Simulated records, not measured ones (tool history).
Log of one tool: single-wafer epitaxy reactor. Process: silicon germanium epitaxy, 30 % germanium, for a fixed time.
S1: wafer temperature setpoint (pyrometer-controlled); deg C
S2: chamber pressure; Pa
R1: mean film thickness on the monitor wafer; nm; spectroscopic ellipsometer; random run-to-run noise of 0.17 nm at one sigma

{"run": 1, "hour": 0.0, "S1": 585, "S2": 1973, "R1": 37.231}
{"run": 2, "hour": 3.8, "S1": 584, "S2": 1973, "R1": 36.875}
{"run": 3, "hour": 9.8, "S1": 576, "S2": 1973, "R1": 30.737}
{"run": 4, "hour": 18.0, "S1": 577, "S2": 1973, "R1": 31.715}
{"run": 5, "hour": 26.7, "S1": 578, "S2": 1973, "R1": 32.406}
{"run": 6, "hour": 29.4, "S1": 578, "S2": 1773, "R1": 30.671}

Run 7 is up next; what results do you expect?
{"run": 7, "hour": 34.8, "S1": 579, "S2": 1773, "R1": "?"}

{"run 7": {"R1": 31.216}}

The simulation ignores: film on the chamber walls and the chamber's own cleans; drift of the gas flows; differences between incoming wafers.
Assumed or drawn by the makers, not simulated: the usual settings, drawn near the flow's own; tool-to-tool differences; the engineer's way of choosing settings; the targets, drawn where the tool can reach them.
